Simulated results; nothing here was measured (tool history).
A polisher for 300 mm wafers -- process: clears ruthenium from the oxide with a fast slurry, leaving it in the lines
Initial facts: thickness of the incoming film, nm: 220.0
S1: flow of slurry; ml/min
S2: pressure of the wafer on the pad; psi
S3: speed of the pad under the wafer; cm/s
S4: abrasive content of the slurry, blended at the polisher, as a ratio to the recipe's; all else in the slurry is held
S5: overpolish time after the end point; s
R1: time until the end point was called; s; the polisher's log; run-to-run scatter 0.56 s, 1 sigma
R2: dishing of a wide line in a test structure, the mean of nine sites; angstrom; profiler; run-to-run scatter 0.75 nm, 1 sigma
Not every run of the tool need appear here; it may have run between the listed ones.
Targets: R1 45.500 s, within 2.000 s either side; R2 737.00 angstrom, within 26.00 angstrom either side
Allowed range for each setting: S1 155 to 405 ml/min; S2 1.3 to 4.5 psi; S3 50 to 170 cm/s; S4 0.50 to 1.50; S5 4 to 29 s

run  hour   S1   S2   S3    S4  S5      R1      R2
  1   0.0  260  2.9  110  1.00  15  47.292  496.08
  2   1.2  260  2.9  110  1.00  16  47.114  520.79
  3   8.8  260  2.9  110  1.00  17  48.456  562.34
  4  15.9  260  3.0  110  1.00  18  45.256  590.03
  5  19.6  260  3.0  112  1.00  19  45.075  620.93
  6  27.3  260  3.5  112  1.00  19  39.168  699.42
  7  35.2  250  2.9  110  1.00  23  48.135  697.90
  8  41.3  255  2.9  110  1.00  23  46.583  678.04

Which of these 4 next moves meets every target?
  A  47.4  220  2.9  110  0.90  22   ?   ?
  B  47.4  260  2.8  104  1.15  26   ?   ?
  C  47.4  260  3.0  120  0.80  21   ?   ?
  D  47.4  230  3.0  116  0.85  24   ?   ?

move      R1      R2
   A  49.273  649.15
   B  49.615  728.90
   C  44.880  671.97
   D  45.945  727.27
A: further off than the last run
B: puts the biggest miss on target and leaves a different result outside tolerance
C: further off than the last run
D: each result inside its tolerance
The right move is D.

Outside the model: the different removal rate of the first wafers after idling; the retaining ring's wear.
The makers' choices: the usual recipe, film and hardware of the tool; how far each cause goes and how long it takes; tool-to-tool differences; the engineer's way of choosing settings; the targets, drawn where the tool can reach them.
